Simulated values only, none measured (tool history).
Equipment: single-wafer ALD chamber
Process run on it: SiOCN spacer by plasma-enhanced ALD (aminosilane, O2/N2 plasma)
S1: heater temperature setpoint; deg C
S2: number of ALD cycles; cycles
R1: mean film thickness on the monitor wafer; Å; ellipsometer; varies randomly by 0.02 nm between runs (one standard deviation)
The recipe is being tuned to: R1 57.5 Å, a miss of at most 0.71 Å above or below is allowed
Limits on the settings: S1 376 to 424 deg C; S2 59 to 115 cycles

{"run": 1, "hour": 0.0, "S1": 400, "S2": 87, "R1": 47.291}
{"run": 2, "hour": 6.6, "S1": 398, "S2": 91, "R1": 49.513}
{"run": 3, "hour": 10.3, "S1": 398, "S2": 97, "R1": 52.534}
{"run": 4, "hour": 11.2, "S1": 397, "S2": 99, "R1": 53.689}
{"run": 5, "hour": 16.4, "S1": 396, "S2": 101, "R1": 55.026}
{"run": 6, "hour": 23.1, "S1": 395, "S2": 102, "R1": 55.53}
{"run": 7, "hour": 30.0, "S1": 395, "S2": 103, "R1": 55.812}
{"run": 8, "hour": 34.2, "S1": 395, "S2": 104, "R1": 56.735}

Pick the move, out of 4, that brings all results within their allowed miss; only one does.
{"run": "A", "hour": 38.4, "S1": 400, "S2": 103, "R1": "?"}
{"run": "B", "hour": 38.4, "S1": 381, "S2": 103, "R1": "?"}
{"run": "C", "hour": 38.4, "S1": 393, "S2": 103, "R1": "?"}
{"run": "D", "hour": 38.4, "S1": 390, "S2": 106, "R1": "?"}

move=A R1=56.069
move=B R1=56.069
move=C R1=56.069
move=D R1=57.702
A: moves away from the targets compared with the last run
B: moves away from the targets compared with the last run
C: moves away from the targets compared with the last run
D: every result lands within tolerance
Answer: D
